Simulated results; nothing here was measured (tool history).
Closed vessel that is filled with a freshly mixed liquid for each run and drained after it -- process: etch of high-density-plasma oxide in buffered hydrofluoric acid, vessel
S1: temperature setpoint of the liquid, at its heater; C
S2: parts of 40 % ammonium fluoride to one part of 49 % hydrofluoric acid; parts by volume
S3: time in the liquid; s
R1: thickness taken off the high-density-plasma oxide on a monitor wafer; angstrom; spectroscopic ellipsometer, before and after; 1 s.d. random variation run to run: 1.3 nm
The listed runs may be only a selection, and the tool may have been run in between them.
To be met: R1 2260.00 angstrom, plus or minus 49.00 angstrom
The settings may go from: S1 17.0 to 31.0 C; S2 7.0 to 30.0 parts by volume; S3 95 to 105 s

| run | hour | S1 | S2 | S3 | R1 |
|---|---|---|---|---|---|
| 1 | 0.0 | 23.0 | 19.0 | 95 | 883.05 |
| 2 | 4.6 | 24.5 | 17.0 | 95 | 1081.40 |
| 3 | 12.0 | 24.5 | 17.0 | 95 | 1085.50 |
| 4 | 20.6 | 26.0 | 15.5 | 95 | 1278.20 |
| 5 | 28.9 | 27.0 | 14.5 | 95 | 1430.80 |
| 6 | 33.3 | 27.0 | 14.5 | 95 | 1445.60 |
| 7 | 35.3 | 28.0 | 13.5 | 95 | 1633.40 |
| 8 | 40.6 | 31.0 | 10.0 | 95 | 2537.70 |
| 9 | 47.0 | 30.5 | 10.0 | 95 | 2489.20 |
| 10 | 55.0 | 30.0 | 10.0 | 95 | 2404.90 |
| 11 | 64.0 | 30.0 | 10.0 | 95 | 2428.70 |
| 12 | 65.9 | 29.5 | 10.0 | 95 | 2367.00 |

Exercise: of the 4 proposed moves below, exactly one satisfies all targets within the stated allowed misses. Which move is it?
| A | 67.8 | 30.5 | 11.0 | 100 | ? |
| B | 67.8 | 30.0 | 11.5 | 105 | ? |
| C | 67.8 | 29.5 | 11.0 | 100 | ? |
| D | 67.8 | 28.0 | 10.0 | 95 | ? |

| move | R1 |
|---|---|
| A | 2395.50 |
| B | 2346.40 |
| C | 2273.10 |
| D | 2188.50 |
A: misses by more than the last run did
B: nearer than the last run, and not there yet
C: each result inside its tolerance
D: takes the result that was furthest off past its target
The right move is C.
